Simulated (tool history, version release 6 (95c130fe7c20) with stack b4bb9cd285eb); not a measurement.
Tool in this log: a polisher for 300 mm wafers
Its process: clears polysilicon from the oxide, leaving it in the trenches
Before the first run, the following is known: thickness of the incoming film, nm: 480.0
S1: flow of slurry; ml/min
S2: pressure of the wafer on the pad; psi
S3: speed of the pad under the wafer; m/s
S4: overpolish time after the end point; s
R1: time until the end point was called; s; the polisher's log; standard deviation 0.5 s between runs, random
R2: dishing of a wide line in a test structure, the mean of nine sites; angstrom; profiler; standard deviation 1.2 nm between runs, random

run,hour,S1,S2,S3,S4,R1,R2
1,0.0,135,1.9,0.82,11,61.132,566.46
2,4.8,140,1.9,0.82,11,61.242,582.65
3,13.4,140,1.9,0.68,11,75.169,503.29
4,20.2,140,1.5,0.68,11,89.150,449.40
5,22.2,170,1.5,0.68,11,87.592,447.77
6,23.4,170,1.6,0.68,11,82.491,479.77
7,24.1,170,1.7,0.68,11,78.953,493.87
8,24.7,170,1.8,0.68,11,75.987,477.85

Expected results for the next run?
9,25.4,180,2.4,0.70,13,?,?

Run 9 gave R1 58.850 s, R2 637.58 angstrom.
